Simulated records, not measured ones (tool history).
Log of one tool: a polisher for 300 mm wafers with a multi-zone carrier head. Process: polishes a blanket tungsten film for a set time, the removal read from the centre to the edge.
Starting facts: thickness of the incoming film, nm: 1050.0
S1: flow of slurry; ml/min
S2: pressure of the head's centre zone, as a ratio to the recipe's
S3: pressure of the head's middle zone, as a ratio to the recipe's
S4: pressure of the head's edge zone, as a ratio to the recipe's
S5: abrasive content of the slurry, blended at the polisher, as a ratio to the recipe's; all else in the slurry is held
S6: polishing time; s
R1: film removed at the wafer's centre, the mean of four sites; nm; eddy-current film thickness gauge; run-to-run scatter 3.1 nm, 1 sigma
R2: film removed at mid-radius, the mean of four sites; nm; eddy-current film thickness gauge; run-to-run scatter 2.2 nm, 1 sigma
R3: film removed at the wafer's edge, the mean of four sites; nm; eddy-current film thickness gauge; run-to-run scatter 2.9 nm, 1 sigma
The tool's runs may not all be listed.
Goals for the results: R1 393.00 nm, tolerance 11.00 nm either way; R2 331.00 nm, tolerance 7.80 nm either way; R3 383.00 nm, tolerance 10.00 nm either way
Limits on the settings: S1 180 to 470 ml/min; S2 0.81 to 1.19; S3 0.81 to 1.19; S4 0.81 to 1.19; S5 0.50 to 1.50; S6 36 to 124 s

{"run": 1, "hour": 0.0, "S1": 300, "S2": 1.0, "S3": 1.0, "S4": 1.0, "S5": 1.0, "S6": 79, "R1": 410.34, "R2": 403.63, "R3": 409.16}
{"run": 2, "hour": 7.6, "S1": 300, "S2": 1.0, "S3": 1.0, "S4": 1.0, "S5": 1.0, "S6": 88, "R1": 459.92, "R2": 448.08, "R3": 464.56}
{"run": 3, "hour": 8.9, "S1": 300, "S2": 1.0, "S3": 1.04, "S4": 1.0, "S5": 1.0, "S6": 88, "R1": 456.4, "R2": 462.05, "R3": 457.7}
{"run": 4, "hour": 16.6, "S1": 300, "S2": 1.0, "S3": 1.04, "S4": 1.0, "S5": 0.8, "S6": 88, "R1": 441.64, "R2": 441.41, "R3": 443.73}
{"run": 5, "hour": 17.9, "S1": 360, "S2": 1.0, "S3": 1.04, "S4": 1.0, "S5": 0.8, "S6": 88, "R1": 452.33, "R2": 455.87, "R3": 453.32}
{"run": 6, "hour": 20.8, "S1": 360, "S2": 1.0, "S3": 1.04, "S4": 1.0, "S5": 0.8, "S6": 99, "R1": 514.04, "R2": 508.11, "R3": 502.51}
{"run": 7, "hour": 29.7, "S1": 350, "S2": 0.99, "S3": 1.0, "S4": 0.98, "S5": 0.75, "S6": 97, "R1": 484.48, "R2": 481.7, "R3": 488.79}
{"run": 8, "hour": 33.1, "S1": 340, "S2": 1.0, "S3": 0.97, "S4": 0.97, "S5": 0.7, "S6": 95, "R1": 477.14, "R2": 452.85, "R3": 477.4}
{"run": 9, "hour": 38.1, "S1": 335, "S2": 1.0, "S3": 0.95, "S4": 0.95, "S5": 0.65, "S6": 93, "R1": 459.63, "R2": 432.06, "R3": 454.2}

Consider the 5 candidate settings below. Which is the only one whose results all fall within their allowed miss of target?
{"run": "A", "hour": 43.1, "S1": 470, "S2": 0.96, "S3": 1.03, "S4": 0.94, "S5": 0.95, "S6": 111, "R1": "?", "R2": "?", "R3": "?"}
{"run": "B", "hour": 43.1, "S1": 395, "S2": 1.19, "S3": 1.01, "S4": 0.82, "S5": 0.65, "S6": 103, "R1": "?", "R2": "?", "R3": "?"}
{"run": "C", "hour": 43.1, "S1": 370, "S2": 1.04, "S3": 1.01, "S4": 0.83, "S5": 0.7, "S6": 80, "R1": "?", "R2": "?", "R3": "?"}
{"run": "D", "hour": 43.1, "S1": 270, "S2": 1.01, "S3": 0.83, "S4": 0.92, "S5": 0.6, "S6": 81, "R1": "?", "R2": "?", "R3": "?"}
{"run": "E", "hour": 43.1, "S1": 335, "S2": 1.0, "S3": 0.92, "S4": 0.97, "S5": 0.6, "S6": 76, "R1": "?", "R2": "?", "R3": "?"}

move=A R1=584.08 R2=595.17 R3=582.28
move=B R1=590.17 R2=508.87 R3=491.01
move=C R1=417.83 R2=397.31 R3=384.67
move=D R1=392.35 R2=330.33 R3=383.06
move=E R1=374.77 R2=341.82 R3=369.97
A: further off than the last run
B: further off than the last run
C: gains on the last run, yet a result remains outside its allowed miss
D: all results in spec
E: gains on the last run, yet a result remains outside its allowed miss
Go with D: it meets all targets.
